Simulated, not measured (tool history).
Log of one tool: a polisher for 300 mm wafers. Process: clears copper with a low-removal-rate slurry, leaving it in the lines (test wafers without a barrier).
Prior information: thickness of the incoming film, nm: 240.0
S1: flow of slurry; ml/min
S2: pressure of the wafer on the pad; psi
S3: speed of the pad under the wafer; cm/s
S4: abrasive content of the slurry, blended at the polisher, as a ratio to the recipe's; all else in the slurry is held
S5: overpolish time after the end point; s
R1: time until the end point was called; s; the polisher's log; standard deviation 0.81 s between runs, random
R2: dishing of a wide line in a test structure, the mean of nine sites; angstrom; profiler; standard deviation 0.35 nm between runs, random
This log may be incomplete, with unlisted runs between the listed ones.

| run | hour | S1 | S2 | S3 | S4 | S5 | R1 | R2 |
|---|---|---|---|---|---|---|---|---|
| 1 | 0 | 175 | 2.8 | 100 | 1 | 23 | 98.979 | 282.49 |
| 2 | 2.6 | 175 | 2.8 | 100 | 1 | 28 | 99.792 | 310.36 |
| 3 | 4.1 | 175 | 2.8 | 100 | 1.15 | 28 | 96.906 | 314.05 |
| 4 | 8.7 | 185 | 3.1 | 100 | 1.15 | 26 | 86.1 | 322.3 |
| 5 | 13.2 | 185 | 3.1 | 100 | 1.25 | 26 | 87.608 | 329.28 |
| 6 | 19.7 | 185 | 3.1 | 112 | 1.25 | 26 | 76.096 | 342.25 |
| 7 | 22 | 185 | 3.2 | 112 | 1.25 | 25 | 74.006 | 340.08 |
| 8 | 30.8 | 190 | 3.3 | 112 | 1.25 | 24 | 70.872 | 348.61 |
| 9 | 35 | 195 | 3.3 | 112 | 1.25 | 23 | 69.628 | 338.41 |

Predict the results of run 10:
| 10 | 36.3 | 200 | 3.3 | 112 | 1.25 | 23 | ? | ? |

Run 10 produced R1 70.271 s, R2 338.3 angstrom.

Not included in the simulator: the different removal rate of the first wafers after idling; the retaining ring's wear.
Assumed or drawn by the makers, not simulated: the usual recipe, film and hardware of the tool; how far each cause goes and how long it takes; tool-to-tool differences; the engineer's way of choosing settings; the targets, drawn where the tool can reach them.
